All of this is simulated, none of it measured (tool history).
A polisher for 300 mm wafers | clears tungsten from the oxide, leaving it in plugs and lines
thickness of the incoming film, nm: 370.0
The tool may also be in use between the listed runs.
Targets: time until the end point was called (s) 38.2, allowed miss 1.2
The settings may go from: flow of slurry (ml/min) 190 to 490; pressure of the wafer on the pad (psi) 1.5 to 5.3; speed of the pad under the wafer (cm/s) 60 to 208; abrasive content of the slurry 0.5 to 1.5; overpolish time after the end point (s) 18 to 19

run  hour  flow of slurry (ml/min)  pressure of the wafer on the pad (psi)  speed of the pad under the wafer (cm/s)  abrasive content of the slurry  overpolish time after the end point (s)  time until the end point was called (s)
  1     0                      315                                     3.4                                      134                               1                                       18                                   58.168
  2   0.6                      315                                     3.4                                      134                               1                                       19                                   56.707
  3   2.6                      315                                     3.4                                      134                             1.1                                       19                                   56.122
  4   5.9                      315                                     3.5                                      134                             1.1                                       19                                   53.855
  5  10.1                      315                                     3.6                                      134                             1.1                                       19                                   52.986
  6  12.8                      315                                     4.3                                      134                             1.1                                       19                                   45.474
  7  20.8                      315                                     4.4                                      134                             1.1                                       19                                   43.363
  8  21.8                      315                                     4.5                                      134                             1.1                                       19                                   42.691
  9  29.9                      315                                     4.8                                      134                             1.1                                       19                                   40.601

5 next moves are on the table. One of them brings every result within its allowed miss. Which?
  A    38                      345                                     4.7                                      148                            0.95                                       18                                        ?
  B    38                      375                                     5.2                                      128                             0.9                                       19                                        ?
  C    38                      235                                     4.8                                      142                             0.9                                       19                                        ?
  D    38                      400                                     4.7                                      132                            1.05                                       18                                        ?
  E    38                      350                                     4.7                                      132                            1.05                                       18                                        ?

move  time until the end point was called (s)
   A                                   38.116
   B                                   40.017
   C                                   41.032
   D                                   41.102
   E                                   41.528
A: meets every target
B: nearer than the last run, and not there yet
C: further off than the last run
D: further off than the last run
E: further off than the last run
The right move is A.
